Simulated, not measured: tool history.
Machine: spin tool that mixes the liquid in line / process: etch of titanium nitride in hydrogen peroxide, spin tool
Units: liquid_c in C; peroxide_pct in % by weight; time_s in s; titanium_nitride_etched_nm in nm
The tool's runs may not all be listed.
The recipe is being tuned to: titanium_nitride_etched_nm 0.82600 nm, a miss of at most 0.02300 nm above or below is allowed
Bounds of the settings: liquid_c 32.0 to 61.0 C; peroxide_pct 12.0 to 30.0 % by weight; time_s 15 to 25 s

run	hour	liquid_c	peroxide_pct	time_s	titanium_nitride_etched_nm
1	0.0	45.0	20.5	25	1.28850
2	5.6	44.0	20.5	25	1.20370
3	13.2	43.0	20.5	25	1.10970
4	21.7	49.0	20.5	25	1.73880
5	29.9	55.5	20.5	25	2.76530
6	36.5	53.0	20.5	25	2.27940
7	44.5	51.0	20.5	25	2.01150
8	46.7	49.0	20.5	25	1.71770
9	55.3	41.0	20.0	25	0.94871
10	62.9	40.5	20.0	25	0.90404
11	71.0	40.0	20.0	25	0.87960

Of the 4 settings listed for the next run, only one would bring every result within its allowed miss of target. Which one?
A	79.1	39.0	21.5	25	?
B	79.1	41.0	19.5	25	?
C	79.1	41.0	20.5	25	?
D	79.1	40.5	21.0	25	?

move	titanium_nitride_etched_nm
A	0.83332
B	0.95175
C	0.96200
D	0.93068
A: all results in spec
B: its largest miss is bigger than the last run's
C: its largest miss is bigger than the last run's
D: its largest miss is bigger than the last run's
Move A is the one to make.
